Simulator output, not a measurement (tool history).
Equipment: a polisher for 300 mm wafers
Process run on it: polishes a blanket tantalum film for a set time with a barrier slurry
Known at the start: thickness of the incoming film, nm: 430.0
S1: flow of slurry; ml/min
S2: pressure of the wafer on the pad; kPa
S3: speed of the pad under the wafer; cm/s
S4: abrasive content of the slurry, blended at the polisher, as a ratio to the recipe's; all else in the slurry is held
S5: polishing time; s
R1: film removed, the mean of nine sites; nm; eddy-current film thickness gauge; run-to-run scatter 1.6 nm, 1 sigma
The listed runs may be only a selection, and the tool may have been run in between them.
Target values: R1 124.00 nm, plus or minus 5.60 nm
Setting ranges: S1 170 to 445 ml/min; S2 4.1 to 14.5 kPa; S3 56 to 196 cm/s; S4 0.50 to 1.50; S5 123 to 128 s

run 1 hour=0.0 | S1=285 S2=9.0 S3=126 S4=1.00 S5=123 | R1=193.70
run 2 hour=1.7 | S1=215 S2=9.0 S3=126 S4=1.00 S5=123 | R1=187.32
run 3 hour=10.3 | S1=215 S2=7.6 S3=126 S4=1.00 S5=123 | R1=160.07
run 4 hour=12.8 | S1=215 S2=9.0 S3=126 S4=1.00 S5=123 | R1=185.27
run 5 hour=15.8 | S1=215 S2=9.0 S3=126 S4=0.90 S5=123 | R1=178.90
run 6 hour=17.5 | S1=215 S2=9.0 S3=142 S4=0.90 S5=123 | R1=199.02
run 7 hour=24.0 | S1=215 S2=7.6 S3=140 S4=0.90 S5=123 | R1=173.66
run 8 hour=32.0 | S1=215 S2=6.9 S3=140 S4=0.90 S5=123 | R1=150.52
run 9 hour=32.8 | S1=215 S2=6.2 S3=140 S4=0.90 S5=123 | R1=139.50

Which single option among these 5 for the next run brings every result within its allowed miss of target? Just one does.
run A hour=33.6 | S1=230 S2=5.5 S3=128 S4=0.85 S5=123 | R1=?
run B hour=33.6 | S1=230 S2=5.5 S3=130 S4=0.95 S5=126 | R1=?
run C hour=33.6 | S1=220 S2=6.9 S3=138 S4=0.85 S5=128 | R1=?
run D hour=33.6 | S1=225 S2=5.5 S3=126 S4=0.90 S5=123 | R1=?
run E hour=33.6 | S1=225 S2=6.9 S3=136 S4=0.95 S5=128 | R1=?

move=A R1=114.13
move=B R1=121.81
move=C R1=157.33
move=D R1=113.62
move=E R1=159.64
A: moves the result that the last run missed by most past its target, out the other side
B: all results land within tolerance of their targets
C: further off than the last run
D: moves the result that the last run missed by most past its target, out the other side
E: further off than the last run
The move that meets every target is B.
